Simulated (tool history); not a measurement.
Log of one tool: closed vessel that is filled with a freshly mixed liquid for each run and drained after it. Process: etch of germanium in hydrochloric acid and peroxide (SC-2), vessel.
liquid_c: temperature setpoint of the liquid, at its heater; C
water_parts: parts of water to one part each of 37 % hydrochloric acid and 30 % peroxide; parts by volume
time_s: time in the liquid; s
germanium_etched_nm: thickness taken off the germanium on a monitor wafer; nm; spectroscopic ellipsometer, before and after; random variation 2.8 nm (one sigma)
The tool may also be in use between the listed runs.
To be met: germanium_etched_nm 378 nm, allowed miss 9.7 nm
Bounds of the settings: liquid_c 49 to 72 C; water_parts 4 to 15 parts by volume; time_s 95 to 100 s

run 1 day=0 | liquid_c=65 water_parts=8.5 time_s=95 | germanium_etched_nm=448.69
run 2 day=0.388 | liquid_c=71.5 water_parts=8.5 time_s=95 | germanium_etched_nm=536.36
run 3 day=0.696 | liquid_c=71.5 water_parts=6 time_s=95 | germanium_etched_nm=556.72
run 4 day=0.933 | liquid_c=68 water_parts=6 time_s=95 | germanium_etched_nm=494.16
run 5 day=1.238 | liquid_c=65.5 water_parts=6 time_s=95 | germanium_etched_nm=465.89
run 6 day=1.375 | liquid_c=65.5 water_parts=6 time_s=100 | germanium_etched_nm=493.96
run 7 day=1.425 | liquid_c=63 water_parts=6 time_s=100 | germanium_etched_nm=455.5
run 8 day=1.712 | liquid_c=61.5 water_parts=6 time_s=100 | germanium_etched_nm=438.35
run 9 day=1.858 | liquid_c=55.5 water_parts=6.5 time_s=100 | germanium_etched_nm=367.15

Which of these 4 next moves meets every target?
run A day=2.004 | liquid_c=57 water_parts=7 time_s=100 | germanium_etched_nm=?
run B day=2.004 | liquid_c=54.5 water_parts=4.5 time_s=100 | germanium_etched_nm=?
run C day=2.004 | liquid_c=56.5 water_parts=7 time_s=95 | germanium_etched_nm=?
run D day=2.004 | liquid_c=54 water_parts=6.5 time_s=100 | germanium_etched_nm=?

move=A germanium_etched_nm=381.64
move=B germanium_etched_nm=359.45
move=C germanium_etched_nm=357.07
move=D germanium_etched_nm=349.43
A: meets every target
B: further off than the last run
C: further off than the last run
D: further off than the last run
The right move is A.

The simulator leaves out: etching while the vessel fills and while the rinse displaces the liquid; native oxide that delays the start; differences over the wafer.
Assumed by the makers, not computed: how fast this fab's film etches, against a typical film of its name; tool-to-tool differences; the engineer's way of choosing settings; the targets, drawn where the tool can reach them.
